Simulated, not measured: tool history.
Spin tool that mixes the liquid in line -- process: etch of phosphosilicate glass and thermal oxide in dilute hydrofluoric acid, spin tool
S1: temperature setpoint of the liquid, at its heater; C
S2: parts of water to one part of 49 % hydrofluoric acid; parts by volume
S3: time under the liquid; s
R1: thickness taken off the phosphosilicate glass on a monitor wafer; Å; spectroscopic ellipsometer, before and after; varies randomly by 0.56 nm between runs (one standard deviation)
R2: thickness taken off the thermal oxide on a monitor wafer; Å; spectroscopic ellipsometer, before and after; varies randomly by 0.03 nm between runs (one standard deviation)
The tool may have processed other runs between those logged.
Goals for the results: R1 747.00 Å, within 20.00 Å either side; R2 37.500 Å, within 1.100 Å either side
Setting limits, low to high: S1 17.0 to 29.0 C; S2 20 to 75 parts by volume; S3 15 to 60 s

{"run": 1, "hour": 0.0, "S1": 21.0, "S2": 45, "S3": 30, "R1": 626.75, "R2": 31.181}
{"run": 2, "hour": 4.8, "S1": 23.5, "S2": 45, "S3": 30, "R1": 701.96, "R2": 34.824}
{"run": 3, "hour": 5.8, "S1": 26.5, "S2": 45, "S3": 30, "R1": 784.19, "R2": 39.286}
{"run": 4, "hour": 9.2, "S1": 26.5, "S2": 45, "S3": 20, "R1": 523.18, "R2": 26.326}
{"hour": 13.3, "done": "thermometer replaced"}
{"run": 5, "hour": 13.3, "S1": 27.0, "S2": 45, "S3": 20, "R1": 561.9, "R2": 27.981}
{"run": 6, "hour": 20.9, "S1": 27.0, "S2": 45, "S3": 15, "R1": 430.01, "R2": 21.625}
{"run": 7, "hour": 22.7, "S1": 28.0, "S2": 35, "S3": 15, "R1": 571.13, "R2": 28.352}
{"run": 8, "hour": 26.0, "S1": 28.5, "S2": 30, "S3": 15, "R1": 691.53, "R2": 34.475}
{"run": 9, "hour": 27.9, "S1": 29.0, "S2": 30, "S3": 15, "R1": 704.4, "R2": 34.99}
{"run": 10, "hour": 30.4, "S1": 29.0, "S2": 25, "S3": 15, "R1": 842.61, "R2": 43.459}
{"run": 11, "hour": 39.0, "S1": 28.5, "S2": 25, "S3": 15, "R1": 844.5, "R2": 41.745}
{"run": 12, "hour": 43.5, "S1": 27.5, "S2": 25, "S3": 15, "R1": 806.13, "R2": 39.828}
{"run": 13, "hour": 50.2, "S1": 27.0, "S2": 25, "S3": 15, "R1": 795.08, "R2": 39.33}

Next run, 4 choices. One meets every target within its allowed miss, the rest don't. Which?
{"run": "A", "hour": 56.9, "S1": 28.0, "S2": 25, "S3": 15, "R1": "?", "R2": "?"}
{"run": "B", "hour": 56.9, "S1": 29.0, "S2": 50, "S3": 30, "R1": "?", "R2": "?"}
{"run": "C", "hour": 56.9, "S1": 27.5, "S2": 35, "S3": 20, "R1": "?", "R2": "?"}
{"run": "D", "hour": 56.9, "S1": 29.0, "S2": 60, "S3": 35, "R1": "?", "R2": "?"}

move=A R1=812.07 R2=40.810
move=B R1=814.13 R2=40.913
move=C R1=746.61 R2=37.520
move=D R1=779.82 R2=39.189
A: its largest miss is bigger than the last run's
B: its largest miss is bigger than the last run's
C: every result within its allowed miss
D: nearer than the last run, and not there yet
Move C is the one to make.
